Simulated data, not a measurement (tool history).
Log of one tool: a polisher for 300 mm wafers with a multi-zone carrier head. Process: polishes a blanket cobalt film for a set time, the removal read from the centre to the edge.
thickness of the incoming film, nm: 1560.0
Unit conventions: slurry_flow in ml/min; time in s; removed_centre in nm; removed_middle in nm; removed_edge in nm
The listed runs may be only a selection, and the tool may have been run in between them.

run	day	slurry_flow	centre_zone	middle_zone	edge_zone	time	removed_centre	removed_middle	removed_edge
1	0.000	135	1.00	1.00	1.00	88	387.18	375.50	390.54
2	0.179	155	1.00	1.00	1.00	88	396.70	388.99	396.39
3	0.400	155	1.00	1.00	1.00	76	346.06	335.25	344.61
4	0.683	155	1.06	1.00	1.00	76	363.24	337.55	346.83
5	1.038	155	1.06	0.94	1.00	76	367.95	313.63	346.74
6	1.275	160	1.02	0.97	1.01	76	352.11	324.48	346.31
7	1.475	165	1.00	0.99	1.03	76	348.49	330.04	350.03

The next listed run, before its measurement:
8	1.758	165	0.98	1.01	1.04	76	?	?	?

{"run 8": {"removed_centre": 338.31, "removed_middle": 339.61, "removed_edge": 345.08}}

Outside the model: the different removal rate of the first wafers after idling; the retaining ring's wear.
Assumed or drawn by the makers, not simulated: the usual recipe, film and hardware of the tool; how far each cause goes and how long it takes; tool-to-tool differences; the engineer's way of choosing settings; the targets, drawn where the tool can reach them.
